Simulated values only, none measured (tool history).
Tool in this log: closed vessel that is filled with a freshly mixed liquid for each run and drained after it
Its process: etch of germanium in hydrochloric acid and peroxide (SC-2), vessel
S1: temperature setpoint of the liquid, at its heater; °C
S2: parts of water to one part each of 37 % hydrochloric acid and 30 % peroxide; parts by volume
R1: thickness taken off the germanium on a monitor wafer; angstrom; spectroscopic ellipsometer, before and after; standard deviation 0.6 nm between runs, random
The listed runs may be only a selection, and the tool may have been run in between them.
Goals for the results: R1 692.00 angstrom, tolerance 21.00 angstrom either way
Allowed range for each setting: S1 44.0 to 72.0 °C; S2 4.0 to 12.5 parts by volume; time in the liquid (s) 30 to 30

{"run": 1, "hour": 0.0, "S1": 60.0, "S2": 7.0, "time in the liquid (s)": 30, "R1": 1014.8}
{"run": 2, "hour": 6.0, "S1": 63.5, "S2": 7.0, "time in the liquid (s)": 30, "R1": 1114.8}
{"run": 3, "hour": 8.3, "S1": 58.0, "S2": 7.0, "time in the liquid (s)": 30, "R1": 953.71}
{"run": 4, "hour": 11.3, "S1": 54.5, "S2": 7.0, "time in the liquid (s)": 30, "R1": 854.94}
{"run": 5, "hour": 17.4, "S1": 52.0, "S2": 7.0, "time in the liquid (s)": 30, "R1": 771.63}
{"run": 6, "hour": 19.8, "S1": 52.0, "S2": 9.0, "time in the liquid (s)": 30, "R1": 770.66}
{"run": 7, "hour": 23.2, "S1": 51.0, "S2": 9.0, "time in the liquid (s)": 30, "R1": 763.13}
{"run": 8, "hour": 25.0, "S1": 46.5, "S2": 9.0, "time in the liquid (s)": 30, "R1": 663.68}
{"run": 9, "hour": 25.6, "S1": 47.0, "S2": 9.0, "time in the liquid (s)": 30, "R1": 661.4}

Exactly one of the 4 candidate moves below puts every result within its allowed miss. Which one?
{"run": "A", "hour": 26.2, "S1": 48.5, "S2": 8.0, "time in the liquid (s)": 30, "R1": "?"}
{"run": "B", "hour": 26.2, "S1": 45.5, "S2": 11.5, "time in the liquid (s)": 30, "R1": "?"}
{"run": "C", "hour": 26.2, "S1": 46.5, "S2": 8.5, "time in the liquid (s)": 30, "R1": "?"}
{"run": "D", "hour": 26.2, "S1": 44.0, "S2": 5.5, "time in the liquid (s)": 30, "R1": "?"}

move=A R1=698.58
move=B R1=614.96
move=C R1=652.23
move=D R1=613.22
A: hits every target within its allowed miss
B: misses by more than the last run did
C: misses by more than the last run did
D: misses by more than the last run did
A is the move that brings every result within its allowed miss.

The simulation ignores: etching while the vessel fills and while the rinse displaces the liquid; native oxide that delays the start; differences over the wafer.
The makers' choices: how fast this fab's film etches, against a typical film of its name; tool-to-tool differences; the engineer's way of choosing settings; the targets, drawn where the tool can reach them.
